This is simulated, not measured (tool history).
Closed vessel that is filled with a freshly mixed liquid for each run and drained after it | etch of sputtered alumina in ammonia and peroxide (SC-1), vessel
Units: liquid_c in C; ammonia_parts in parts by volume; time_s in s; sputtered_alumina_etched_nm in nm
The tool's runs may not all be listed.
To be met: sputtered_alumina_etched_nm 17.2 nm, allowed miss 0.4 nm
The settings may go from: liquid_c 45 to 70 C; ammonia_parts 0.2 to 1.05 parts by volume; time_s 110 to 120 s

run  hour  liquid_c  ammonia_parts  time_s  sputtered_alumina_etched_nm
  1     0        61           0.55     110                       12.429
  2   6.9        61           0.55     120                       13.594
  3  14.1        61           0.45     120                       13.363
  4  15.5        64           0.45     120                       15.514
  5  23.8        64           0.25     120                       14.801
  6  32.6      69.5           0.25     120                       19.343
  7  36.3        69           0.25     120                       18.776
  8  38.7      68.5           0.25     120                       18.299

Which of these 5 next moves meets every target?
  A  41.1        69            0.2     120                            ?
  B  41.1      69.5           0.25     115                            ?
  C  41.1        70            0.2     120                            ?
  D  41.1        69           0.45     110                            ?
  E  41.1        68           0.45     110                            ?

move  sputtered_alumina_etched_nm
   A                        18.36
   B                       18.409
   C                       19.266
   D                        18.17
   E                        17.31
A: further off than the last run
B: further off than the last run
C: further off than the last run
D: nearer than the last run, and not there yet
E: meets every target
Answer: E

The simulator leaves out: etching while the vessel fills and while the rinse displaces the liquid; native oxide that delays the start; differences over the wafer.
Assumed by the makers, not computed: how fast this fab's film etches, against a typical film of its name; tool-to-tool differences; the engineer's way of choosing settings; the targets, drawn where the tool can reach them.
